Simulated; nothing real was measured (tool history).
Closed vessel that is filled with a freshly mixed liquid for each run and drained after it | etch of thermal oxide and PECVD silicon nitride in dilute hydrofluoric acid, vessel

| run | hour | temperature setpoint of the liquid (°C) | parts of water to one part of 49 % hydrofluoric acid (parts by volume) | time in the liquid (s) | thickness taken off the thermal oxide on a monitor wafer (Å) | thickness taken off the PECVD silicon nitride on a monitor wafer (Å) |
|---|---|---|---|---|---|---|
| 1 | 0 | 23 | 195 | 1800 | 444.84 | 491.84 |
| 2 | 5.2 | 21.5 | 230 | 1760 | 344.33 | 375.18 |
| 3 | 7 | 21 | 260 | 1645 | 268.54 | 299.22 |
| 4 | 8.8 | 19.5 | 260 | 1645 | 254.13 | 272.46 |
| 5 | 15.9 | 19.5 | 210 | 1645 | 325.99 | 333.22 |
| 6 | 19.8 | 19 | 245 | 1565 | 254.57 | 267.24 |
| 7 | 20.7 | 18.5 | 270 | 1515 | 212.33 | 225.63 |
| 8 | 28.1 | 18.5 | 290 | 1480 | 191.56 | 205.77 |
| 9 | 29.7 | 18.5 | 305 | 1425 | 173.33 | 190.31 |
| 10 | 33.4 | 18.5 | 315 | 1385 | 161.53 | 176.79 |
| 11 | 39.7 | 18.5 | 355 | 1255 | 124.63 | 144.89 |
| 12 | 45.9 | 18.5 | 355 | 1250 | 125.35 | 143.66 |
| 13 | 49.8 | 18.5 | 355 | 1235 | 123.35 | 142.14 |
| 14 | 50.5 | 18.5 | 355 | 1230 | 124.7 | 142.22 |
| 15 | 55.9 | 18.5 | 355 | 1215 | 122.98 | 142.58 |

The next listed run, before its measurement:
| 16 | 63.2 | 18.5 | 355 | 1215 | ? | ? |

Run 16 gave thickness taken off the thermal oxide on a monitor wafer (Å) 122.69, thickness taken off the PECVD silicon nitride on a monitor wafer (Å) 140.95.

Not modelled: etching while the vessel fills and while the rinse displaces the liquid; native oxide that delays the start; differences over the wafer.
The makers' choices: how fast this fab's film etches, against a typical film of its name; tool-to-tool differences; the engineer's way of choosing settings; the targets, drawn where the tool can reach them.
